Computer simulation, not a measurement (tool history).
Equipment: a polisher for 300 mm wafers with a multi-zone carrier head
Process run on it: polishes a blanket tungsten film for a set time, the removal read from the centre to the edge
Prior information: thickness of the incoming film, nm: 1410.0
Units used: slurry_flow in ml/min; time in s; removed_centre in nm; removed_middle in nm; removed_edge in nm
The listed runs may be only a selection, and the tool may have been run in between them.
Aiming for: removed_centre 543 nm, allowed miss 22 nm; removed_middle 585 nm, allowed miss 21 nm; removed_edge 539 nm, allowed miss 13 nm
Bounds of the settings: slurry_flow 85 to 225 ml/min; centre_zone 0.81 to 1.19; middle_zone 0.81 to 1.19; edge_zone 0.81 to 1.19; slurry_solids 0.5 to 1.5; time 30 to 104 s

run  hour  slurry_flow  centre_zone  middle_zone  edge_zone  slurry_solids  time  removed_centre  removed_middle  removed_edge
  1     0          145            1            1          1              1    67          480.48          464.44        474.49
  2   4.8          145            1            1          1            0.9    67          464.47          455.43        466.91
  3   6.7          155            1         1.03       1.02           0.95    67          481.66          475.78        478.58
  4   7.9          165            1         1.06       1.04              1    67          489.92          503.53        494.67
  5  11.6          165         1.04         1.06       1.04              1    67          509.51           495.9        489.39
  6  19.1          165         1.04         1.06       1.04            0.8    67          481.94          471.65        463.35
  7  21.4          170         1.04         1.08       1.06           0.85    67          487.28           488.9        475.91
  8  28.8          175         1.04          1.1       1.07            0.9    67          502.36          495.63        486.09
  9  37.8          180         1.03         1.12       1.07           0.95    67          513.51          520.87        501.38
 10  41.8          185         1.02         1.13       1.07           0.95    67          508.88           524.1         493.7
 11  49.1          190         1.02         1.14       1.08              1    67          519.31          538.96        510.68
 12  55.9          195         1.02         1.15       1.08              1    67          504.64          548.51         510.5
 13  59.8          200         1.03         1.16       1.09              1    67          523.24          553.87        511.89
 14  65.7          200         1.03         1.17        1.1              1    67          519.85          557.35        515.35
 15  71.1          205         1.03         1.17       1.11              1    67          528.57          558.29        513.77
 16  76.5          205         1.03         1.17       1.12              1    67          525.34           559.8        519.83

Next run, 5 choices. One meets every target within its allowed miss, the rest don't. Which?
  A  81.9          215         1.06         1.13       1.19              1    67               ?               ?             ?
  B  81.9          205         1.02         1.17       1.11           0.75    75               ?               ?             ?
  C  81.9          160         1.09         1.03       1.19           1.05    68               ?               ?             ?
  D  81.9          185          0.9         1.03       1.19           0.95    73               ?               ?             ?
  E  81.9          225         1.08         1.15        1.1           0.85    69               ?               ?             ?

move  removed_centre  removed_middle  removed_edge
   A          539.13          541.07        533.95
   B          538.99          579.13        537.78
   C          543.38          492.94        533.08
   D          483.62          527.92        567.11
   E          547.14          546.97        512.21
A: puts the biggest miss on target and leaves a different result outside tolerance
B: meets every target
C: puts the biggest miss on target and leaves a different result outside tolerance
D: takes the result that was furthest off past its target
E: lands further from the targets than the last run did
So the answer is move B, the one that meets all the targets.
